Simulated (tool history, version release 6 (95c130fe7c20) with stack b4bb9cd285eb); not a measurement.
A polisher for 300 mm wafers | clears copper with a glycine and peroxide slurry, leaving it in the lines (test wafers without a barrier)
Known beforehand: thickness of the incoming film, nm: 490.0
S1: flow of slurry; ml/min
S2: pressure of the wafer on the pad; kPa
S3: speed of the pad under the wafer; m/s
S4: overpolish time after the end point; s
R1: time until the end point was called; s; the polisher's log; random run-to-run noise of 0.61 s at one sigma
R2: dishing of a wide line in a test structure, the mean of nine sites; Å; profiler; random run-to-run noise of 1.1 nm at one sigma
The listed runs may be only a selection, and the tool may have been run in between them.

run  hour   S1    S2    S3  S4       R1      R2
  1   0.0  130  15.9  0.76  11  108.600  399.63
  2   8.3  130  15.9  0.76   6  109.180  227.87
  3  10.7  130  15.9  0.64   6  124.900  203.47
  4  14.5  160  15.9  0.64   6  120.780  211.11
  5  21.5  155  17.9  0.70   8  102.430  318.63
  6  28.6  155  15.2  0.70   8  118.210  274.25
  7  34.3  155  17.9  0.72   9  101.880  353.23
  8  42.6  155  20.0  0.74  10   92.194  424.57
  9  44.1  155  20.0  0.74  10   92.278  433.50
 10  47.0  155  21.4  0.76  11   85.042  508.22

Predict the results of run 11:
 11  49.7  160  22.8  0.76  12   ?   ?

Run 11 yielded R1 82.090 s, R2 559.74 Å.
